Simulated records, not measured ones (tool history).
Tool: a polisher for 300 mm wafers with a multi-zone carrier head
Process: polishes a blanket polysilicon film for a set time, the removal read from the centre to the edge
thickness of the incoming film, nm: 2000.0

run,hour,flow of slurry (ml/min),pressure of the head's centre zone,pressure of the head's middle zone,pressure of the head's edge zone,polishing time (s),film removed at the wafer's centre (nm),film removed at mid-radius (nm),film removed at the wafer's edge (nm)
1,0.0,275,1.00,1.00,1.00,40,386.01,360.89,344.89
2,1.2,275,1.00,1.00,1.00,31,296.32,281.32,263.47
3,9.4,280,1.00,1.02,1.01,31,291.25,279.23,264.96
4,18.4,280,1.00,1.04,1.00,32,301.33,289.22,273.92
# hour 21.6: centre zone pressure recalibrated
5,21.6,280,1.00,1.09,1.00,32,284.72,313.73,278.26
6,25.4,280,1.00,1.09,1.04,32,284.65,308.46,283.19
7,26.6,285,1.02,1.09,1.03,32,289.27,307.76,280.27
8,27.7,285,1.02,1.09,1.03,32,282.13,308.78,278.53

Forecast run 9:
9,28.9,285,1.03,1.08,1.02,33,?,?,?

Run 9 gave film removed at the wafer's centre (nm) 291.12, film removed at mid-radius (nm) 311.17, film removed at the wafer's edge (nm) 294.16.
